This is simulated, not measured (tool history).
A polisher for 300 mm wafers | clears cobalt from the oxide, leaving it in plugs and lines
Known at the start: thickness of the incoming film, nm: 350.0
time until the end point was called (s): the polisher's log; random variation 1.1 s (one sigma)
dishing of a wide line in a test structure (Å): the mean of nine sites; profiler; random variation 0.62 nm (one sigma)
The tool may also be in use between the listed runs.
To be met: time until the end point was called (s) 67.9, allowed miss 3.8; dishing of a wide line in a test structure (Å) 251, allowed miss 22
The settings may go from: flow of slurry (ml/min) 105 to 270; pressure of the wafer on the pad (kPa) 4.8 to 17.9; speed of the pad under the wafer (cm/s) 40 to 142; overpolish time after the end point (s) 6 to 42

| run | hour | flow of slurry (ml/min) | pressure of the wafer on the pad (kPa) | speed of the pad under the wafer (cm/s) | overpolish time after the end point (s) | time until the end point was called (s) | dishing of a wide line in a test structure (Å) |
|---|---|---|---|---|---|---|---|
| 1 | 0 | 175 | 11 | 90 | 21 | 106.78 | 367.07 |
| 2 | 7 | 175 | 12.4 | 90 | 17 | 96.568 | 368.73 |
| 3 | 11.7 | 200 | 11 | 104 | 14 | 97.385 | 313.83 |
| 4 | 14.8 | 200 | 13.1 | 104 | 14 | 82.96 | 355.91 |
| 5 | 23.5 | 200 | 13.1 | 104 | 6 | 82.836 | 195.81 |
| 6 | 28.1 | 185 | 13.1 | 104 | 6 | 85.742 | 192.84 |
| 7 | 35.1 | 190 | 13.8 | 104 | 6 | 79.266 | 201.04 |
| 8 | 36.7 | 195 | 14.5 | 104 | 7 | 76.284 | 227.81 |
| 9 | 44.8 | 195 | 15.2 | 104 | 7 | 73.537 | 254.81 |
| 10 | 47.7 | 200 | 14.5 | 116 | 6 | 68.43 | 210.05 |
| 11 | 55.2 | 205 | 14.5 | 114 | 6 | 69.304 | 220.41 |
| 12 | 59.1 | 210 | 14.5 | 114 | 6 | 70.094 | 213.77 |

Which of these 4 next moves meets every target?
| A | 63 | 235 | 13.8 | 110 | 8 | ? | ? |
| B | 63 | 205 | 15.2 | 114 | 7 | ? | ? |
| C | 63 | 190 | 13.8 | 112 | 6 | ? | ? |
| D | 63 | 250 | 14.5 | 96 | 6 | ? | ? |

| move | time until the end point was called (s) | dishing of a wide line in a test structure (Å) |
|---|---|---|
| A | 75.938 | 263.22 |
| B | 68.753 | 256.83 |
| C | 76.645 | 211.42 |
| D | 78.746 | 207.08 |
A: brings the result that was furthest off to its target, and leaves another outside
B: meets every target
C: further off than the last run
D: further off than the last run
The right move is B.

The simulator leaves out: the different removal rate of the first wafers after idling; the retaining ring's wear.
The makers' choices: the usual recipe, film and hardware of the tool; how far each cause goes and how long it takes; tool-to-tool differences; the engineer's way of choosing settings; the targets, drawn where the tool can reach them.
